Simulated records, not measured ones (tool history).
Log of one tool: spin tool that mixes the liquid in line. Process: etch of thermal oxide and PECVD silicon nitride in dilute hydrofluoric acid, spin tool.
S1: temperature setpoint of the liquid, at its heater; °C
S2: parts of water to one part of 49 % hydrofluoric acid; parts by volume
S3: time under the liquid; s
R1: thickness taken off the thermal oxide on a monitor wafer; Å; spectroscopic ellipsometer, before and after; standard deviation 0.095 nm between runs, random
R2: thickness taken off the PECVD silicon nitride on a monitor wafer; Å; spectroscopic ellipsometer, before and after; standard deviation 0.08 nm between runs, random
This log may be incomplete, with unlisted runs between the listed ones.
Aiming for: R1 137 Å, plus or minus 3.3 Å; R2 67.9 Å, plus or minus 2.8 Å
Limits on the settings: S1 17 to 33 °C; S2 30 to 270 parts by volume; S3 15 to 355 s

run    day    S1   S2   S3      R1      R2
  1      0    25  150  180  55.415  27.135
  2  0.179    25  150  225   69.87  34.084
  3  0.512    26  130  225  84.419  42.695
  4  0.546    26  115  225  97.731  47.954
  5   0.85  28.5  115  225  106.55  55.821
  6   1.15  28.5  135  225  88.917  46.986
  7  1.221  28.5  120  225   102.5  52.674
  8  1.546  28.5  110  225  113.91  58.277
  9  1.762  28.5   80  220  158.71  76.661
 10    1.8  28.5   85  225  152.17  74.306
 11  2.062  28.5   90  225  144.04   71.45
 12  2.208    28   95  225  129.59  65.252

Consider the 5 candidate settings below. Which is the only one whose results all fall within their allowed miss of target?
  A  2.354  25.5   75  200   ?   ?
  B  2.354    27   95  220   ?   ?
  C  2.354  30.5   85  200   ?   ?
  D  2.354  31.5   80  170   ?   ?
  E  2.354    27  115  305   ?   ?

move      R1      R2
   A  136.96  63.992
   B  122.85  61.401
   C  144.71   77.97
   D  136.74  75.003
   E  137.07  70.363
A: brings the result that was furthest off to its target, and leaves another outside
B: misses by more than the last run did
C: takes the result that was furthest off past its target
D: brings the result that was furthest off to its target, and leaves another outside
E: all results in spec
Correct choice: E, which meets every target
